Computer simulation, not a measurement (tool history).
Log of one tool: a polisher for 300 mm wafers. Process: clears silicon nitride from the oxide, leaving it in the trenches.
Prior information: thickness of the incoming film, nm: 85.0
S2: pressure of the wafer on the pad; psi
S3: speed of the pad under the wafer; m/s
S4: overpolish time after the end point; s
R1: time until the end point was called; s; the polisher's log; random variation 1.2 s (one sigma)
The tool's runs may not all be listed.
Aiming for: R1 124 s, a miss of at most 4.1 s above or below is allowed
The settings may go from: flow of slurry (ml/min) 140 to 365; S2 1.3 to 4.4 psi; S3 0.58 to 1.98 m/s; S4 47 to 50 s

Run 1, hour 0: flow of slurry (ml/min) 235, S2 2.8 psi, S3 1.28 m/s, S4 47 s. Result: R1 75.988 s.
Run 2, hour 1.7: flow of slurry (ml/min) 235, S2 2.7 psi, S3 1.28 m/s, S4 47 s. Result: R1 80.719 s.
Run 3, hour 4.5: flow of slurry (ml/min) 180, S2 2.7 psi, S3 1.28 m/s, S4 47 s. Result: R1 83.354 s.
Run 4, hour 5.7: flow of slurry (ml/min) 180, S2 2.7 psi, S3 1.02 m/s, S4 47 s. Result: R1 103.62 s.
Run 5, hour 7.8: flow of slurry (ml/min) 180, S2 2.7 psi, S3 0.72 m/s, S4 47 s. Result: R1 143.64 s.
Run 6, hour 9.6: flow of slurry (ml/min) 180, S2 2.4 psi, S3 0.72 m/s, S4 47 s. Result: R1 161.11 s.
Run 7, hour 12.5: flow of slurry (ml/min) 180, S2 2.5 psi, S3 0.72 m/s, S4 47 s. Result: R1 151.54 s.
Run 8, hour 13.8: flow of slurry (ml/min) 180, S2 2.6 psi, S3 0.72 m/s, S4 47 s. Result: R1 147.19 s.
Run 9, hour 18: flow of slurry (ml/min) 185, S2 2.9 psi, S3 0.72 m/s, S4 47 s. Result: R1 134.36 s.
Run 10, hour 19.6: flow of slurry (ml/min) 185, S2 3 psi, S3 0.72 m/s, S4 47 s. Result: R1 131.73 s.

4 next moves are on the table. One of them brings every result within its allowed miss. Which?
Run A, hour 21.2: flow of slurry (ml/min) 170, S2 3.1 psi, S3 0.7 m/s, S4 50 s. Result: R1 ?.
Run B, hour 21.2: flow of slurry (ml/min) 200, S2 2.7 psi, S3 0.7 m/s, S4 48 s. Result: R1 ?.
Run C, hour 21.2: flow of slurry (ml/min) 185, S2 2.9 psi, S3 0.66 m/s, S4 50 s. Result: R1 ?.
Run D, hour 21.2: flow of slurry (ml/min) 145, S2 3.1 psi, S3 0.78 m/s, S4 50 s. Result: R1 ?.

move      R1
   A  132.58
   B  145.66
   C  146.53
   D  122.75
A: moves away from the targets compared with the last run
B: moves away from the targets compared with the last run
C: moves away from the targets compared with the last run
D: all results in spec
Answer: D

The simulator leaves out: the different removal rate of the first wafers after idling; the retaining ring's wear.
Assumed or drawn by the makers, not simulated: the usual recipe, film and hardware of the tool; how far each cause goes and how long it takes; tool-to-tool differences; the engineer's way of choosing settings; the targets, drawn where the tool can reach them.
